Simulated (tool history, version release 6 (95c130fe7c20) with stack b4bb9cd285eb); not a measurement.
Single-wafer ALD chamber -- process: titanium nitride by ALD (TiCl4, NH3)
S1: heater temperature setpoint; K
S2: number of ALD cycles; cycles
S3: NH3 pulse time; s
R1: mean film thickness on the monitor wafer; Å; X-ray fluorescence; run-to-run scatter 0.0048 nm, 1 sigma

run,hour,S1,S2,S3,R1
1,0.0,648.15,83,2.02,17.090
2,7.7,648.15,83,2.34,17.237
3,16.5,643.15,83,2.01,16.907
4,19.0,643.15,83,2.01,16.882
5,21.9,643.15,86,2.01,17.549
6,26.1,643.15,83,2.01,16.888
7,34.6,643.15,83,2.01,16.903
8,39.4,639.15,83,1.75,16.626

Run 9 is up next; what results do you expect?
9,40.8,636.15,83,1.54,?

Run 9 measured R1 16.311 Å.
